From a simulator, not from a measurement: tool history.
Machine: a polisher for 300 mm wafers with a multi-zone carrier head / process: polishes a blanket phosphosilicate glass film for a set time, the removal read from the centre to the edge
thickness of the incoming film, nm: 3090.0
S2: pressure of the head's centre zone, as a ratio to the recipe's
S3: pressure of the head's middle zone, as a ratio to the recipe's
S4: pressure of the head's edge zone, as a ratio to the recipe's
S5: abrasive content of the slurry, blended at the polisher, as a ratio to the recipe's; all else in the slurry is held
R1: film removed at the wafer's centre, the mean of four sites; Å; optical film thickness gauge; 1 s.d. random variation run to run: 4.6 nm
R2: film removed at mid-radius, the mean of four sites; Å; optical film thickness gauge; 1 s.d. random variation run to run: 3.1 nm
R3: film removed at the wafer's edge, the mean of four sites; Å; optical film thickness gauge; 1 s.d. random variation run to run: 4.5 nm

Run 1, hour 0.0: flow of slurry (ml/min) 260, S2 1.00, S3 1.00, S4 1.00, S5 1.00, polishing time (s) 35. Result: R1 3383.6 Å, R2 3420.9 Å, R3 3508.8 Å.
Run 2, hour 8.8: flow of slurry (ml/min) 260, S2 1.00, S3 1.00, S4 1.00, S5 1.00, polishing time (s) 40. Result: R1 3835.6 Å, R2 3905.7 Å, R3 3929.5 Å.
Run 3, hour 11.1: flow of slurry (ml/min) 260, S2 1.05, S3 1.00, S4 1.00, S5 1.00, polishing time (s) 40. Result: R1 4092.1 Å, R2 3863.7 Å, R3 3876.7 Å.
Run 4, hour 15.5: flow of slurry (ml/min) 260, S2 1.05, S3 1.00, S4 1.00, S5 0.95, polishing time (s) 40. Result: R1 3937.4 Å, R2 3832.9 Å, R3 3853.4 Å.
Run 5, hour 18.2: flow of slurry (ml/min) 260, S2 1.11, S3 1.00, S4 1.00, S5 0.95, polishing time (s) 40. Result: R1 4225.0 Å, R2 3850.0 Å, R3 3875.7 Å.
Run 6, hour 24.4: flow of slurry (ml/min) 260, S2 1.11, S3 1.00, S4 0.97, S5 0.95, polishing time (s) 40. Result: R1 4142.1 Å, R2 3848.2 Å, R3 3781.2 Å.
Run 7, hour 27.0: flow of slurry (ml/min) 250, S2 1.06, S3 0.99, S4 1.00, S5 0.95, polishing time (s) 40. Result: R1 3969.3 Å, R2 3794.1 Å, R3 3821.2 Å.

Run 8 comes next. What will it give?
Run 8, hour 35.9: flow of slurry (ml/min) 210, S2 0.96, S3 0.89, S4 1.10, S5 1.05, polishing time (s) 40. Result: R1 ?, R2 ?, R3 ?.

R1: 3582.5 Å
R2: 3533.5 Å
R3: 4130.1 Å

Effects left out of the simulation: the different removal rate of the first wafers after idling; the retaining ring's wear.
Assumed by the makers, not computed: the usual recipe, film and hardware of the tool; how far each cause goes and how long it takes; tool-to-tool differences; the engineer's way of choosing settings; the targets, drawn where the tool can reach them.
